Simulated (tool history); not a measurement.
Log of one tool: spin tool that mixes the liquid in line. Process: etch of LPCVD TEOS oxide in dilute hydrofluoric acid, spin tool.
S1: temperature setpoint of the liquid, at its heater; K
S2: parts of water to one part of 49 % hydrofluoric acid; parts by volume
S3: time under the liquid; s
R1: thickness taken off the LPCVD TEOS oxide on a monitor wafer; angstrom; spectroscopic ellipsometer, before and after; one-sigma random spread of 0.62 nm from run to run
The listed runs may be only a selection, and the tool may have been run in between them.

{"run": 1, "hour": 0.0, "S1": 298.15, "S2": 220, "S3": 325, "R1": 298.14}
{"run": 2, "hour": 2.7, "S1": 298.15, "S2": 220, "S3": 345, "R1": 318.66}
{"run": 3, "hour": 7.9, "S1": 298.15, "S2": 220, "S3": 345, "R1": 316.33}
{"run": 4, "hour": 9.0, "S1": 298.15, "S2": 220, "S3": 325, "R1": 298.41}
{"run": 5, "hour": 11.7, "S1": 298.15, "S2": 220, "S3": 325, "R1": 299.39}
{"run": 6, "hour": 14.1, "S1": 299.15, "S2": 200, "S3": 325, "R1": 349.71}
{"run": 7, "hour": 15.0, "S1": 300.15, "S2": 185, "S3": 325, "R1": 400.06}

The next listed run, before its measurement:
{"run": 8, "hour": 21.6, "S1": 304.15, "S2": 95, "S3": 325, "R1": "?"}

Run 8 gave R1 1022.5 angstrom.
